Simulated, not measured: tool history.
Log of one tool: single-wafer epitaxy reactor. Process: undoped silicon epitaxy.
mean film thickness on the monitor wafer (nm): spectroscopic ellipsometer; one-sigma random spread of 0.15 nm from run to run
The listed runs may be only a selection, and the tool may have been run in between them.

run	hour	wafer temperature setpoint (pyrometer-controlled) (deg C)	deposition time (s)	mean film thickness on the monitor wafer (nm)
1	0.0	660	201	38.566
2	1.8	660	227	43.376
3	6.9	660	204	39.204
4	12.5	656	204	35.866
5	18.1	656	190	33.634
6	20.8	656	204	36.118

Forecast run 7:
7	24.7	653	204	?

mean film thickness on the monitor wafer (nm): 33.935

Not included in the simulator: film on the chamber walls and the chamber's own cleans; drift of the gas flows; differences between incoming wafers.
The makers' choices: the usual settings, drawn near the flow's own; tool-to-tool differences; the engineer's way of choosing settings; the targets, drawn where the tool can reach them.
